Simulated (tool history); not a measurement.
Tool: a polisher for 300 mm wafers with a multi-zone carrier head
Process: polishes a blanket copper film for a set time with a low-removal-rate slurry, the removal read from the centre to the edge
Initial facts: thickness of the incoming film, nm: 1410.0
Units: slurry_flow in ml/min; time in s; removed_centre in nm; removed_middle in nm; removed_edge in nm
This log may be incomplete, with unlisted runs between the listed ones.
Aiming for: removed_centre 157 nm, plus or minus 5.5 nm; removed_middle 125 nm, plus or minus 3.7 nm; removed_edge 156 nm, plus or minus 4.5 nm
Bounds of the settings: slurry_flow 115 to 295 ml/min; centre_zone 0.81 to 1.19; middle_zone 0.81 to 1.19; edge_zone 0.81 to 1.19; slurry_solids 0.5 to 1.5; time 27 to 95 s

run,hour,slurry_flow,centre_zone,middle_zone,edge_zone,slurry_solids,time,removed_centre,removed_middle,removed_edge
1,0,190,1,1,1,1,61,185.92,179.45,179.66
2,1,190,0.96,1,1,1,61,177.29,183.05,179.92
3,1.9,210,0.96,1,1,1,61,180.68,183.52,182.01
4,4.8,205,0.97,0.98,1.01,0.95,60,177.62,176.4,177.38
5,13.6,205,0.97,0.98,1.01,0.95,55,160.66,159.93,160.28
6,21.6,180,0.97,0.98,1.01,0.95,55,159.7,157.33,159.13
7,22.5,135,1.02,0.88,1.09,0.75,54,150.97,127.36,150.09
8,27.2,135,1.02,0.88,1.1,0.75,54,148.5,129.22,151.47
9,35.9,135,1.03,0.87,1.1,0.75,54,151.26,126.57,151.58

Consider the 4 candidate settings below. Which is the only one whose results all fall within their allowed miss of target?
A,44.6,160,1.04,0.83,1.13,0.75,54,?,?,?
B,44.6,140,1.11,0.89,1.03,0.7,54,?,?,?
C,44.6,190,1.1,0.91,1.03,0.7,51,?,?,?
D,44.6,125,1.1,0.93,1,0.7,54,?,?,?

move,removed_centre,removed_middle,removed_edge
A,156.86,125.09,154.12
B,161.21,127.78,142.65
C,158.9,128.74,139.29
D,156.27,129.96,138.58
A: every result within its allowed miss
B: brings the last run's worst result on target, with another outside its allowed miss
C: brings the last run's worst result on target, with another outside its allowed miss
D: brings the last run's worst result on target, with another outside its allowed miss
A meets every target.
